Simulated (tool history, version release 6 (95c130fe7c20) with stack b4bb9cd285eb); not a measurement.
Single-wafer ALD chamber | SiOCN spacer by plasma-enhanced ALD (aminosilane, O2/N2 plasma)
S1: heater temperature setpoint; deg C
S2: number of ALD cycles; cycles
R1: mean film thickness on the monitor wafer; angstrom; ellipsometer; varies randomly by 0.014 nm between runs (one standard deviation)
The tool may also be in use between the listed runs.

run,day,S1,S2,R1
1,0.000,395,63,40.606
2,0.350,395,67,42.859
3,0.425,395,71,45.745
4,0.621,391,71,45.651
5,0.842,391,62,39.542
6,1.096,391,71,45.697
7,1.242,391,73,47.083

The next listed run, before its measurement:
8,1.533,391,75,?

{"run 8": {"R1": 48.156}}

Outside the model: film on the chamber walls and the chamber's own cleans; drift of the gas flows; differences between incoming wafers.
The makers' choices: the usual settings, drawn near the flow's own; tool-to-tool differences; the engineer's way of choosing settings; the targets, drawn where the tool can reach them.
